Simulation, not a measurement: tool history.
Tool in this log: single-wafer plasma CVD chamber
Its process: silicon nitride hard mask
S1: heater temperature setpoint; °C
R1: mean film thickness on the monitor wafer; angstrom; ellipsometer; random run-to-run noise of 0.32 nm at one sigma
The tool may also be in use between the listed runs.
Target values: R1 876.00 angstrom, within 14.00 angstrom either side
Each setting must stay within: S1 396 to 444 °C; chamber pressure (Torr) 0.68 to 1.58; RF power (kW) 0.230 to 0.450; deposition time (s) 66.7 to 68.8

Run 1, day 0.000: S1 420 °C, chamber pressure (Torr) 1.13, RF power (kW) 0.340, deposition time (s) 66.7. Result: R1 736.63 angstrom.
Run 2, day 0.250: S1 420 °C, chamber pressure (Torr) 1.22, RF power (kW) 0.345, deposition time (s) 66.7. Result: R1 766.37 angstrom.
Run 3, day 0.538: S1 420 °C, chamber pressure (Torr) 1.30, RF power (kW) 0.350, deposition time (s) 66.7. Result: R1 789.57 angstrom.
Run 4, day 0.754: S1 420 °C, chamber pressure (Torr) 1.30, RF power (kW) 0.350, deposition time (s) 66.7. Result: R1 790.91 angstrom.
Run 5, day 0.921: S1 420 °C, chamber pressure (Torr) 1.30, RF power (kW) 0.390, deposition time (s) 66.7. Result: R1 838.40 angstrom.
Run 6, day 1.242: S1 428 °C, chamber pressure (Torr) 1.30, RF power (kW) 0.390, deposition time (s) 66.7. Result: R1 835.27 angstrom.
Run 7, day 1.479: S1 428 °C, chamber pressure (Torr) 1.33, RF power (kW) 0.390, deposition time (s) 66.7. Result: R1 844.94 angstrom.
Run 8, day 1.621: S1 428 °C, chamber pressure (Torr) 1.35, RF power (kW) 0.390, deposition time (s) 66.7. Result: R1 841.65 angstrom.
Run 9, day 1.892: S1 428 °C, chamber pressure (Torr) 1.38, RF power (kW) 0.390, deposition time (s) 66.7. Result: R1 855.13 angstrom.

Next run, 5 choices. One meets every target within its allowed miss, the rest don't. Which?
Run A, day 2.162: S1 421 °C, chamber pressure (Torr) 1.16, RF power (kW) 0.395, deposition time (s) 68.8. Result: R1 ?.
Run B, day 2.162: S1 444 °C, chamber pressure (Torr) 1.32, RF power (kW) 0.375, deposition time (s) 68.4. Result: R1 ?.
Run C, day 2.162: S1 436 °C, chamber pressure (Torr) 1.35, RF power (kW) 0.385, deposition time (s) 66.7. Result: R1 ?.
Run D, day 2.162: S1 438 °C, chamber pressure (Torr) 1.27, RF power (kW) 0.395, deposition time (s) 67.8. Result: R1 ?.
Run E, day 2.162: S1 429 °C, chamber pressure (Torr) 1.43, RF power (kW) 0.390, deposition time (s) 67.4. Result: R1 ?.

move      R1
   A  834.47
   B  837.09
   C  837.81
   D  843.74
   E  872.80
A: further off than the last run
B: further off than the last run
C: further off than the last run
D: further off than the last run
E: each result inside its tolerance
E is the move that brings every result within its allowed miss.

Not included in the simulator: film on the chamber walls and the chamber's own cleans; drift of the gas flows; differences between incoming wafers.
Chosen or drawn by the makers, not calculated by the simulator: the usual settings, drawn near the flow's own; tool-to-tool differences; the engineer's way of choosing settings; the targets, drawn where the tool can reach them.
